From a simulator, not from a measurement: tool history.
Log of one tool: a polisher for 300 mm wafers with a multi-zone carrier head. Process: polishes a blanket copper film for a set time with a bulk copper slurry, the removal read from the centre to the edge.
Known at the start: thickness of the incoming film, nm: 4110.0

run,hour,flow of slurry (ml/min),pressure of the head's centre zone,pressure of the head's middle zone,pressure of the head's edge zone,abrasive content of the slurry,polishing time (s),film removed at the wafer's centre (nm),film removed at mid-radius (nm),film removed at the wafer's edge (nm)
1,0.0,125,1.00,1.00,1.00,1.00,49,351.47,331.01,330.52
2,3.1,125,1.06,1.00,1.00,1.00,49,364.05,328.60,335.48
3,3.7,120,1.04,0.98,1.02,0.95,49,354.08,329.43,335.55
4,8.0,120,1.04,1.06,1.02,0.95,49,357.43,353.53,338.65
5,15.4,115,1.03,1.02,1.03,0.95,49,339.40,325.33,346.70
6,21.9,115,1.03,1.02,1.03,0.75,49,336.42,311.66,325.44

The next listed run, before its measurement:
7,26.4,110,1.02,1.01,1.03,0.75,49,?,?,?

Run 7 gave film removed at the wafer's centre (nm) 327.52, film removed at mid-radius (nm) 312.47, film removed at the wafer's edge (nm) 325.97.

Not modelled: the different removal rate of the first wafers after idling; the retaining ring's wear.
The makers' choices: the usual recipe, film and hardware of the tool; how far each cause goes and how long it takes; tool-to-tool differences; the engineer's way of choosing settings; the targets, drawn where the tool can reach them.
